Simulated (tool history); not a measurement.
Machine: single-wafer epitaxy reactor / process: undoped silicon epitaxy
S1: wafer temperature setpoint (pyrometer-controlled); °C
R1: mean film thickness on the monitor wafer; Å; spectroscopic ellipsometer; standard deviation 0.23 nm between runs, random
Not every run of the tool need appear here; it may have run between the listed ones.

run 1 hour=0 | S1=650 deposition_time_(s)=382 | R1=619.54
run 2 hour=5 | S1=651 deposition_time_(s)=382 | R1=631.49
run 3 hour=8.5 | S1=662 deposition_time_(s)=382 | R1=814.04
run 4 hour=13.4 | S1=653 deposition_time_(s)=382 | R1=662.09
run 5 hour=17 | S1=654 deposition_time_(s)=382 | R1=678.17
run 6 hour=19.9 | S1=655 deposition_time_(s)=382 | R1=695.84
run 7 hour=26.4 | S1=657 deposition_time_(s)=382 | R1=725.36

Forecast run 8:
run 8 hour=31.5 | S1=658 deposition_time_(s)=382 | R1=?

R1: 745.27 Å

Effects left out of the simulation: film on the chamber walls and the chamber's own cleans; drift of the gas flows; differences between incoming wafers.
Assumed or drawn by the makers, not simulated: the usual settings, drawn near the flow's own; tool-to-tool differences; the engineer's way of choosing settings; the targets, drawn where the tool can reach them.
